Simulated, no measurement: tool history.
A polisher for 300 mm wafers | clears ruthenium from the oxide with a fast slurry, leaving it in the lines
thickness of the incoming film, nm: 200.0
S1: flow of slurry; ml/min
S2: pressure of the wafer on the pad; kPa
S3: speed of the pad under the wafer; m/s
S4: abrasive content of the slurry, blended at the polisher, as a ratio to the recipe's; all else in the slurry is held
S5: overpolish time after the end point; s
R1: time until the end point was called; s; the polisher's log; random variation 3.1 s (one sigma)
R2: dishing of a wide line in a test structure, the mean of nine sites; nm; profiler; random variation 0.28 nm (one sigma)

Run 1, hour 0.0: S1 315 ml/min, S2 14.5 kPa, S3 0.76 m/s, S4 1.0, S5 25 s. Result: R1 89.766 s, R2 47.340 nm.
Run 2, hour 1.2: S1 285 ml/min, S2 14.5 kPa, S3 0.76 m/s, S4 1.0, S5 25 s. Result: R1 90.602 s, R2 46.578 nm.
Run 3, hour 6.3: S1 285 ml/min, S2 16.5 kPa, S3 0.76 m/s, S4 1.0, S5 25 s. Result: R1 77.589 s, R2 53.626 nm.
Run 4, hour 8.9: S1 285 ml/min, S2 16.5 kPa, S3 0.58 m/s, S4 1.0, S5 25 s. Result: R1 93.134 s, R2 45.860 nm.
At hour 14.1: slurry nozzle cleaned.
Run 5, hour 14.1: S1 240 ml/min, S2 16.5 kPa, S3 0.58 m/s, S4 1.0, S5 25 s. Result: R1 92.027 s, R2 44.156 nm.
Run 6, hour 21.6: S1 235 ml/min, S2 15.9 kPa, S3 0.56 m/s, S4 1.0, S5 23 s. Result: R1 95.589 s, R2 42.066 nm.
Run 7, hour 23.0: S1 235 ml/min, S2 15.2 kPa, S3 0.54 m/s, S4 1.0, S5 21 s. Result: R1 105.160 s, R2 35.252 nm.

Run 8 comes next. What will it give?
Run 8, hour 29.0: S1 240 ml/min, S2 11.0 kPa, S3 0.52 m/s, S4 1.0, S5 13 s. Result: R1 ?, R2 ?.

Run 8 gave R1 145.330 s, R2 17.427 nm.
